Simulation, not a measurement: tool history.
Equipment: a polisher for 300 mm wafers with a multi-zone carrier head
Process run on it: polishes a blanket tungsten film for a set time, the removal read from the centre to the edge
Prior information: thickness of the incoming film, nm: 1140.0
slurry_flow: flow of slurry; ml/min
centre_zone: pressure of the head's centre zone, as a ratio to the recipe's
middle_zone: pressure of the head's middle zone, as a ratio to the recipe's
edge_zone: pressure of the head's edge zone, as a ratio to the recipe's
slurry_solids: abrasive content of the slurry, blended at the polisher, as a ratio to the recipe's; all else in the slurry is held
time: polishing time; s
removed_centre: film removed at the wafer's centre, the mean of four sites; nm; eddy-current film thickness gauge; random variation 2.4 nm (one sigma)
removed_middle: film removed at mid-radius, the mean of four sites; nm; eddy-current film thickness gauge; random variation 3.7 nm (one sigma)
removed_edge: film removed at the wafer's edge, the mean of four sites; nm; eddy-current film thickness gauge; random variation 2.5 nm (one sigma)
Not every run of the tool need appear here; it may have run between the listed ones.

Run 1, day 0: slurry_flow 210 ml/min, centre_zone 1, middle_zone 1, edge_zone 1, slurry_solids 1, time 77 s. Result: removed_centre 212.2 nm, removed_middle 209.05 nm, removed_edge 212.38 nm.
Run 2, day 0.079: slurry_flow 210 ml/min, centre_zone 1, middle_zone 0.95, edge_zone 1, slurry_solids 1, time 77 s. Result: removed_centre 213.25 nm, removed_middle 197.77 nm, removed_edge 215.61 nm.
Run 3, day 0.4: slurry_flow 210 ml/min, centre_zone 1, middle_zone 0.95, edge_zone 1, slurry_solids 1.2, time 77 s. Result: removed_centre 219.6 nm, removed_middle 199.7 nm, removed_edge 223.58 nm.
Run 4, day 0.5: slurry_flow 220 ml/min, centre_zone 1.02, middle_zone 0.99, edge_zone 1.02, slurry_solids 1.25, time 79 s. Result: removed_centre 235.9 nm, removed_middle 215.81 nm, removed_edge 234.16 nm.
Run 5, day 0.542: slurry_flow 220 ml/min, centre_zone 1.02, middle_zone 0.99, edge_zone 1.02, slurry_solids 1.25, time 72 s. Result: removed_centre 212.88 nm, removed_middle 196.04 nm, removed_edge 213.68 nm.
Run 6, day 0.612: slurry_flow 220 ml/min, centre_zone 1.06, middle_zone 0.99, edge_zone 1.02, slurry_solids 1.25, time 72 s. Result: removed_centre 222.71 nm, removed_middle 199.31 nm, removed_edge 210.24 nm.
Run 7, day 0.738: slurry_flow 225 ml/min, centre_zone 1.07, middle_zone 1.02, edge_zone 1.04, slurry_solids 1.3, time 75 s. Result: removed_centre 236.47 nm, removed_middle 213.46 nm, removed_edge 226.22 nm.
Run 8, day 0.833: slurry_flow 235 ml/min, centre_zone 1.08, middle_zone 1.05, edge_zone 1.05, slurry_solids 1.35, time 77 s. Result: removed_centre 248.3 nm, removed_middle 221.63 nm, removed_edge 230.64 nm.

Predict the results of run 9:
Run 9, day 0.862: slurry_flow 230 ml/min, centre_zone 1.08, middle_zone 1.07, edge_zone 1.05, slurry_solids 1.35, time 81 s. Result: removed_centre ?, removed_middle ?, removed_edge ?.

removed_centre: 256.62 nm
removed_middle: 239.58 nm
removed_edge: 246.21 nm

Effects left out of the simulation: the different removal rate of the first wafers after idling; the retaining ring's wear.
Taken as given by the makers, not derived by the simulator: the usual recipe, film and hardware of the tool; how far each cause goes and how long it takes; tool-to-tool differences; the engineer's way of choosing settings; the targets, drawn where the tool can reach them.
